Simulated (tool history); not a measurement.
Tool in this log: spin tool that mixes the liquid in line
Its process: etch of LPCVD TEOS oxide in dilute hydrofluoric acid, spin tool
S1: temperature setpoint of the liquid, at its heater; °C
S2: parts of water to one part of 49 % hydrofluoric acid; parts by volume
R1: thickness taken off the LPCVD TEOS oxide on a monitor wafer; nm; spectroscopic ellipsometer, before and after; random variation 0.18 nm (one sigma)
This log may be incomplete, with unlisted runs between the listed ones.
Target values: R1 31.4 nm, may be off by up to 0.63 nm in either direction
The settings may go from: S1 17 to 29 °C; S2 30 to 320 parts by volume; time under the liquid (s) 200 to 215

run 1 hour=0 | S1=21 S2=175 time_under_the_liquid_(s)=200 | R1=39.758
run 2 hour=4.5 | S1=21 S2=175 time_under_the_liquid_(s)=215 | R1=42.77
run 3 hour=13.1 | S1=21 S2=235 time_under_the_liquid_(s)=215 | R1=30.155
run 4 hour=15.9 | S1=21 S2=235 time_under_the_liquid_(s)=200 | R1=28.071
run 5 hour=23 | S1=21 S2=235 time_under_the_liquid_(s)=215 | R1=29.857
run 6 hour=24.3 | S1=21 S2=200 time_under_the_liquid_(s)=215 | R1=36.283
run 7 hour=29 | S1=21 S2=200 time_under_the_liquid_(s)=215 | R1=35.96
run 8 hour=32.1 | S1=20 S2=200 time_under_the_liquid_(s)=215 | R1=35.142
run 9 hour=37.1 | S1=19.5 S2=200 time_under_the_liquid_(s)=215 | R1=34.236
run 10 hour=38.1 | S1=19 S2=200 time_under_the_liquid_(s)=215 | R1=34.001
run 11 hour=41.8 | S1=18.5 S2=200 time_under_the_liquid_(s)=215 | R1=32.741
run 12 hour=50.8 | S1=18 S2=200 time_under_the_liquid_(s)=215 | R1=32.322

Below are 4 possible settings for the next run. Only one of them brings all results inside the allowed miss of their targets. Which is it?
run A hour=59.8 | S1=18 S2=190 time_under_the_liquid_(s)=205 | R1=?
run B hour=59.8 | S1=18 S2=185 time_under_the_liquid_(s)=205 | R1=?
run C hour=59.8 | S1=17 S2=190 time_under_the_liquid_(s)=205 | R1=?
run D hour=59.8 | S1=17.5 S2=185 time_under_the_liquid_(s)=205 | R1=?

move=A R1=32.512
move=B R1=33.549
move=C R1=31.24
move=D R1=32.887
A: misses by more than the last run did
B: misses by more than the last run did
C: every result within its allowed miss
D: misses by more than the last run did
C is the move that brings every result within its allowed miss.
